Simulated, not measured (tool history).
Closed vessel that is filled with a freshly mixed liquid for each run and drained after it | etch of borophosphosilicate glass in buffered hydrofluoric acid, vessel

run    day  temperature setpoint of the liquid (°C)  parts of 40 % ammonium fluoride to one part of 49 % hydrofluoric acid (parts by volume)  time in the liquid (s)  thickness taken off the borophosphosilicate glass on a monitor wafer (Å)
  1      0                                       22                                                                                     11.5                      85                                                                    1563.3
  2    0.1                                     20.5                                                                                     12.5                      85                                                                    1324.5
  3  0.471                                     17.5                                                                                     12.5                      85                                                                    1116.3
  4  0.662                                       17                                                                                     12.5                      85                                                                      1095
  5  0.929                                       17                                                                                      9.5                      85                                                                      1425
  6  1.225                                       17                                                                                     11.5                      85                                                                    1194.4
  7  1.596                                       17                                                                                       12                      85                                                                    1145.6
  8    1.7                                       17                                                                                     12.5                      85                                                                    1089.4
  9  1.867                                       17                                                                                       13                      85                                                                    1059.6

Run 10 comes next. What will it give?
 10  2.096                                       17                                                                                     13.5                      85                                                                         ?

Run 10 gave thickness taken off the borophosphosilicate glass on a monitor wafer (Å) 1018.2.
